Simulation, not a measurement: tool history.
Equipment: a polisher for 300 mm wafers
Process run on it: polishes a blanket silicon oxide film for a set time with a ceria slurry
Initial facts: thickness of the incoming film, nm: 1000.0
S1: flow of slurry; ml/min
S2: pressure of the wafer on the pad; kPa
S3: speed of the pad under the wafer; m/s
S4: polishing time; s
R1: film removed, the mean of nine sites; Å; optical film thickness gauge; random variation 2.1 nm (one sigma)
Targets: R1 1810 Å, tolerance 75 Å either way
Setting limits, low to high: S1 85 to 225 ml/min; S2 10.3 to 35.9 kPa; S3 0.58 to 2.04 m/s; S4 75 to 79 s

Run 1, hour 0: S1 145 ml/min, S2 22.8 kPa, S3 1.3 m/s, S4 75 s. Result: R1 4401 Å.
Run 2, hour 3.5: S1 145 ml/min, S2 22.8 kPa, S3 1.3 m/s, S4 75 s. Result: R1 4533 Å.
Run 3, hour 8.5: S1 140 ml/min, S2 18.6 kPa, S3 1.14 m/s, S4 75 s. Result: R1 3281.8 Å.
Run 4, hour 14.7: S1 175 ml/min, S2 18.6 kPa, S3 1.14 m/s, S4 75 s. Result: R1 3451.6 Å.
Run 5, hour 15.3: S1 175 ml/min, S2 14.5 kPa, S3 1.14 m/s, S4 75 s. Result: R1 2647.3 Å.
Run 6, hour 17: S1 170 ml/min, S2 13.1 kPa, S3 1.06 m/s, S4 75 s. Result: R1 2305.1 Å.
Run 7, hour 21.3: S1 165 ml/min, S2 12.4 kPa, S3 1.04 m/s, S4 75 s. Result: R1 2108.6 Å.
Run 8, hour 27.3: S1 155 ml/min, S2 11.7 kPa, S3 1.04 m/s, S4 75 s. Result: R1 2008.3 Å.
Run 9, hour 35: S1 145 ml/min, S2 11.7 kPa, S3 1.04 m/s, S4 75 s. Result: R1 1964.7 Å.
Run 10, hour 42.9: S1 145 ml/min, S2 11.7 kPa, S3 1.04 m/s, S4 75 s. Result: R1 1953.5 Å.
Run 11, hour 50: S1 140 ml/min, S2 11.7 kPa, S3 1.04 m/s, S4 75 s. Result: R1 1909.3 Å.
Run 12, hour 53: S1 135 ml/min, S2 11.7 kPa, S3 1.04 m/s, S4 75 s. Result: R1 1960.6 Å.

Which of these 5 next moves meets every target?
Run A, hour 56: S1 135 ml/min, S2 13.8 kPa, S3 0.92 m/s, S4 75 s. Result: R1 ?.
Run B, hour 56: S1 115 ml/min, S2 11 kPa, S3 1.18 m/s, S4 75 s. Result: R1 ?.
Run C, hour 56: S1 130 ml/min, S2 13.1 kPa, S3 1 m/s, S4 76 s. Result: R1 ?.
Run D, hour 56: S1 120 ml/min, S2 13.8 kPa, S3 0.94 m/s, S4 75 s. Result: R1 ?.
Run E, hour 56: S1 125 ml/min, S2 13.1 kPa, S3 0.8 m/s, S4 78 s. Result: R1 ?.

move      R1
   A  2091.4
   B  2041.8
   C  2152.2
   D  2093.8
   E  1828.3
A: lands further from the targets than the last run did
B: lands further from the targets than the last run did
C: lands further from the targets than the last run did
D: lands further from the targets than the last run did
E: every result lands within tolerance
The move that meets every target is E.
